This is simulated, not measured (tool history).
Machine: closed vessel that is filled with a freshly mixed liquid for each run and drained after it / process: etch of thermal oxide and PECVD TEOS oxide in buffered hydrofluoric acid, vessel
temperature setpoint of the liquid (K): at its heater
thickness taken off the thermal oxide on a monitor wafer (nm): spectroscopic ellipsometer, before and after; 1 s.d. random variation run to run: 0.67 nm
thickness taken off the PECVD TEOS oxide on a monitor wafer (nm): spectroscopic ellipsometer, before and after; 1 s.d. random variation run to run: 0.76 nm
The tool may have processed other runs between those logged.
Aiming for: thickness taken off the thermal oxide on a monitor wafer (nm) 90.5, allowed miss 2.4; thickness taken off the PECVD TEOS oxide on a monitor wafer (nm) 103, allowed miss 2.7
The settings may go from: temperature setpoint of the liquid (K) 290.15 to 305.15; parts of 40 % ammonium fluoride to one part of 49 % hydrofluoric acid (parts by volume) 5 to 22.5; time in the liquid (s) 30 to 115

| run | day | temperature setpoint of the liquid (K) | parts of 40 % ammonium fluoride to one part of 49 % hydrofluoric acid (parts by volume) | time in the liquid (s) | thickness taken off the thermal oxide on a monitor wafer (nm) | thickness taken off the PECVD TEOS oxide on a monitor wafer (nm) |
|---|---|---|---|---|---|---|
| 1 | 0 | 297.15 | 13.5 | 60 | 50.093 | 58.137 |
| 2 | 0.104 | 298.15 | 13.5 | 60 | 53.042 | 59.908 |
| 3 | 0.192 | 296.15 | 13.5 | 60 | 48.219 | 53.471 |
| 4 | 0.275 | 296.65 | 13 | 60 | 50.109 | 57.661 |
| 5 | 0.479 | 298.15 | 13 | 60 | 54.549 | 61.799 |
| 6 | 0.788 | 298.65 | 12.5 | 60 | 58.359 | 67.072 |
| 7 | 0.975 | 299.15 | 12.5 | 60 | 60.62 | 68.322 |
| 8 | 1.104 | 299.65 | 12.5 | 60 | 61.849 | 70.794 |
| 9 | 1.171 | 300.15 | 12.5 | 60 | 64.078 | 72.807 |
| 10 | 1.312 | 300.65 | 12.5 | 60 | 66.023 | 73.245 |
| 11 | 1.588 | 301.15 | 12 | 60 | 69.06 | 80.229 |
| 12 | 1.792 | 302.65 | 10.5 | 65 | 93.407 | 105.74 |

Next run, 5 choices. One meets every target within its allowed miss, the rest don't. Which?
| A | 1.996 | 304.15 | 10 | 55 | ? | ? |
| B | 1.996 | 302.65 | 9 | 60 | ? | ? |
| C | 1.996 | 302.65 | 16 | 105 | ? | ? |
| D | 1.996 | 299.65 | 9 | 70 | ? | ? |
| E | 1.996 | 304.15 | 9 | 55 | ? | ? |

| move | thickness taken off the thermal oxide on a monitor wafer (nm) | thickness taken off the PECVD TEOS oxide on a monitor wafer (nm) |
|---|---|---|
| A | 90.266 | 101.46 |
| B | 97.259 | 109.32 |
| C | 100.67 | 113.15 |
| D | 96.762 | 108.76 |
| E | 96.434 | 108.39 |
A: every result lands within tolerance
B: its largest miss is bigger than the last run's
C: its largest miss is bigger than the last run's
D: its largest miss is bigger than the last run's
E: its largest miss is bigger than the last run's
The right move is A.

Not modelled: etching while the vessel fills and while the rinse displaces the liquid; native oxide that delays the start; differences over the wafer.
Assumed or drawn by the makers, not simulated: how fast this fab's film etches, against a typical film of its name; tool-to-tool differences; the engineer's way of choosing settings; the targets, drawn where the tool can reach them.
